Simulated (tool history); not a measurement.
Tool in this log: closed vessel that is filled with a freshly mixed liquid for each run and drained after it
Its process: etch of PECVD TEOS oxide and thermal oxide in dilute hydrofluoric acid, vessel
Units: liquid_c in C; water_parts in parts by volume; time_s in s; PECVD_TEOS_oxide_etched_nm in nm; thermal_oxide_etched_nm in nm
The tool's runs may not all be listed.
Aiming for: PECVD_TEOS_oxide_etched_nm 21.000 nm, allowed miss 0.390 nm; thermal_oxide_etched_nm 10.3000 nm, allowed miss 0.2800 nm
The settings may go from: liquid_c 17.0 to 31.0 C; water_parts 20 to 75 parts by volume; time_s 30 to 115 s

run 1 day=0.000 | liquid_c=23.0 water_parts=45 time_s=60 | PECVD_TEOS_oxide_etched_nm=11.735 thermal_oxide_etched_nm=5.7913
run 2 day=0.088 | liquid_c=25.0 water_parts=40 time_s=60 | PECVD_TEOS_oxide_etched_nm=14.454 thermal_oxide_etched_nm=7.1223
run 3 day=0.267 | liquid_c=27.5 water_parts=40 time_s=60 | PECVD_TEOS_oxide_etched_nm=16.055 thermal_oxide_etched_nm=7.7691
run 4 day=0.492 | liquid_c=29.5 water_parts=40 time_s=60 | PECVD_TEOS_oxide_etched_nm=17.460 thermal_oxide_etched_nm=8.5265
run 5 day=0.704 | liquid_c=30.0 water_parts=40 time_s=60 | PECVD_TEOS_oxide_etched_nm=17.579 thermal_oxide_etched_nm=8.5782
-- day=0.788 hydrofluoric acid flow meter replaced
run 6 day=0.788 | liquid_c=30.0 water_parts=50 time_s=60 | PECVD_TEOS_oxide_etched_nm=14.852 thermal_oxide_etched_nm=7.4388
run 7 day=0.888 | liquid_c=30.5 water_parts=45 time_s=60 | PECVD_TEOS_oxide_etched_nm=16.965 thermal_oxide_etched_nm=8.3909
run 8 day=1.121 | liquid_c=31.0 water_parts=40 time_s=60 | PECVD_TEOS_oxide_etched_nm=19.815 thermal_oxide_etched_nm=9.6998
run 9 day=1.233 | liquid_c=31.0 water_parts=40 time_s=65 | PECVD_TEOS_oxide_etched_nm=21.651 thermal_oxide_etched_nm=10.4320

4 next moves are on the table. One of them brings every result within its allowed miss. Which?
run A day=1.346 | liquid_c=24.0 water_parts=35 time_s=70 | PECVD_TEOS_oxide_etched_nm=? thermal_oxide_etched_nm=?
run B day=1.346 | liquid_c=26.0 water_parts=30 time_s=55 | PECVD_TEOS_oxide_etched_nm=? thermal_oxide_etched_nm=?
run C day=1.346 | liquid_c=31.0 water_parts=35 time_s=55 | PECVD_TEOS_oxide_etched_nm=? thermal_oxide_etched_nm=?
run D day=1.346 | liquid_c=29.0 water_parts=45 time_s=75 | PECVD_TEOS_oxide_etched_nm=? thermal_oxide_etched_nm=?

move=A PECVD_TEOS_oxide_etched_nm=19.987 thermal_oxide_etched_nm=9.7226
move=B PECVD_TEOS_oxide_etched_nm=20.042 thermal_oxide_etched_nm=9.7497
move=C PECVD_TEOS_oxide_etched_nm=20.863 thermal_oxide_etched_nm=10.1490
move=D PECVD_TEOS_oxide_etched_nm=20.125 thermal_oxide_etched_nm=9.7900
A: pushes the last run's worst result past its target
B: pushes the last run's worst result past its target
C: hits every target within its allowed miss
D: pushes the last run's worst result past its target
Go with C: it meets all targets.
